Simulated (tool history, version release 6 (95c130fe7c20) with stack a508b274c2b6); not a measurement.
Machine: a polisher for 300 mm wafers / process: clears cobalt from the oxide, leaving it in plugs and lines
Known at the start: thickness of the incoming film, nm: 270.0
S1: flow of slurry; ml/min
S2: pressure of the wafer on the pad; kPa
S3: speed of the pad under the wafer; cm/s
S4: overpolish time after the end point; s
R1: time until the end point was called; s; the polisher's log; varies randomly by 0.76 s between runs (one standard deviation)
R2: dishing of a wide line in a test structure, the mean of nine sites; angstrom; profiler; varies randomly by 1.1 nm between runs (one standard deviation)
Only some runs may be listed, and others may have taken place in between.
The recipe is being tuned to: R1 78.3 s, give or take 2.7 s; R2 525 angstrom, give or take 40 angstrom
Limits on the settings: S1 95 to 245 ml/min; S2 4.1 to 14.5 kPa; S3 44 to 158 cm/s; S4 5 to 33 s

| run | hour | S1 | S2 | S3 | S4 | R1 | R2 |
|---|---|---|---|---|---|---|---|
| 1 | 0 | 155 | 9 | 100 | 17 | 92.807 | 391.46 |
| 2 | 4.9 | 120 | 9 | 100 | 17 | 94.671 | 391.95 |
| 3 | 7.4 | 120 | 9 | 124 | 17 | 77.404 | 438.21 |
| 4 | 12.1 | 120 | 9 | 124 | 12 | 77.614 | 366.4 |
| 5 | 17.1 | 95 | 9 | 124 | 12 | 80.256 | 336.28 |
| 6 | 19.5 | 95 | 9 | 124 | 12 | 79.959 | 336.48 |
|  | 22.3 | head pressure recalibrated |
| 7 | 22.3 | 100 | 9 | 124 | 13 | 88.07 | 326.22 |
| 8 | 27.8 | 105 | 9 | 124 | 14 | 85.948 | 351.02 |
| 9 | 35.7 | 115 | 9 | 124 | 15 | 85.145 | 379.96 |

Exactly one of the 5 candidate moves below puts every result within its allowed miss. Which one?
| A | 43.6 | 160 | 9 | 128 | 25 | ? | ? |
| B | 43.6 | 130 | 8.3 | 126 | 21 | ? | ? |
| C | 43.6 | 130 | 9 | 124 | 20 | ? | ? |
| D | 43.6 | 110 | 10.3 | 124 | 9 | ? | ? |
| E | 43.6 | 95 | 8.3 | 142 | 12 | ? | ? |

| move | R1 | R2 |
|---|---|---|
| A | 80.052 | 495.82 |
| B | 90.598 | 435.44 |
| C | 85.158 | 438.01 |
| D | 76.172 | 287.93 |
| E | 85.062 | 325.43 |
A: each result inside its tolerance
B: misses by more than the last run did
C: nearer the targets than the last run, but a result is still out of spec
D: misses by more than the last run did
E: misses by more than the last run did
A is the move that brings every result within its allowed miss.
